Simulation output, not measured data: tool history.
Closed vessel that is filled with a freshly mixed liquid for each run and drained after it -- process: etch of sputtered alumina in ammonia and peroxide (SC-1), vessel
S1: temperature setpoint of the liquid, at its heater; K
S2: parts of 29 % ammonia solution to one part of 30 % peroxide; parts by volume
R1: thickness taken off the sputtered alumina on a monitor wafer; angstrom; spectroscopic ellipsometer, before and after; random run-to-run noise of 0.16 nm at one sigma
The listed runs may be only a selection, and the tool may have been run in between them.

run 1 hour=0 | S1=333.15 S2=0.75 time_in_the_liquid_(s)=365 | R1=350.28
run 2 hour=6.3 | S1=333.15 S2=0.75 time_in_the_liquid_(s)=365 | R1=351.01
run 3 hour=13.9 | S1=334.15 S2=0.75 time_in_the_liquid_(s)=365 | R1=369.73
run 4 hour=22.6 | S1=335.15 S2=0.75 time_in_the_liquid_(s)=365 | R1=389.32
run 5 hour=24.6 | S1=336.15 S2=0.75 time_in_the_liquid_(s)=365 | R1=409.73
run 6 hour=27.8 | S1=336.65 S2=0.75 time_in_the_liquid_(s)=365 | R1=419.42

For run 7, what comes out?
run 7 hour=28.5 | S1=337.15 S2=0.75 time_in_the_liquid_(s)=365 | R1=?

Run 7 came out at R1 429.89 angstrom.

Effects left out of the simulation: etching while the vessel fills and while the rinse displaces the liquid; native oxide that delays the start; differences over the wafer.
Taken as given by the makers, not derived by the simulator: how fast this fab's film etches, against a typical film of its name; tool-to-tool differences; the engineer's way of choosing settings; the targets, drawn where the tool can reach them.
